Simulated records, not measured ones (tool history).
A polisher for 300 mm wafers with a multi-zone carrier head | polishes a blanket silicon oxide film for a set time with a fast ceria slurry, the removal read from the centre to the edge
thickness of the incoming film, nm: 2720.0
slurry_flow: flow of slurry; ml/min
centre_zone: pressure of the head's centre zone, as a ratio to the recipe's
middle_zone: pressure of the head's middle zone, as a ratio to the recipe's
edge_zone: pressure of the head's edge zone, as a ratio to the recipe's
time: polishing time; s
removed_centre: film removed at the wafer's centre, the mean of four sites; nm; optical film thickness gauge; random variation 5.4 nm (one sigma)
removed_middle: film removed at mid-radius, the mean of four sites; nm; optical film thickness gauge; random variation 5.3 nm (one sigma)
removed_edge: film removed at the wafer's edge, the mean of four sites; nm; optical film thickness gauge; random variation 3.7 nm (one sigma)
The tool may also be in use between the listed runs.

run 1 hour=0.0 | slurry_flow=165 centre_zone=1.00 middle_zone=1.00 edge_zone=1.00 time=81 | removed_centre=604.43 removed_middle=619.53 removed_edge=611.64
run 2 hour=3.9 | slurry_flow=155 centre_zone=0.98 middle_zone=0.98 edge_zone=0.97 time=77 | removed_centre=559.97 removed_middle=551.78 removed_edge=570.20
run 3 hour=7.4 | slurry_flow=150 centre_zone=0.96 middle_zone=0.99 edge_zone=0.94 time=74 | removed_centre=521.71 removed_middle=539.53 removed_edge=531.19
run 4 hour=12.8 | slurry_flow=150 centre_zone=0.93 middle_zone=0.99 edge_zone=0.94 time=74 | removed_centre=514.71 removed_middle=540.43 removed_edge=532.80
run 5 hour=13.4 | slurry_flow=170 centre_zone=0.93 middle_zone=0.99 edge_zone=0.94 time=74 | removed_centre=519.33 removed_middle=564.55 removed_edge=535.36
run 6 hour=19.4 | slurry_flow=170 centre_zone=0.93 middle_zone=0.99 edge_zone=0.94 time=93 | removed_centre=652.29 removed_middle=695.32 removed_edge=686.86
run 7 hour=28.1 | slurry_flow=165 centre_zone=0.91 middle_zone=0.97 edge_zone=0.92 time=86 | removed_centre=602.41 removed_middle=617.26 removed_edge=620.34
run 8 hour=33.7 | slurry_flow=155 centre_zone=0.89 middle_zone=0.97 edge_zone=0.90 time=81 | removed_centre=563.43 removed_middle=585.56 removed_edge=577.30

Run 9 comes next. What will it give?
run 9 hour=38.8 | slurry_flow=145 centre_zone=0.88 middle_zone=0.96 edge_zone=0.90 time=76 | removed_centre=? removed_middle=? removed_edge=?

removed_centre: 494.91 nm
removed_middle: 529.44 nm
removed_edge: 536.39 nm
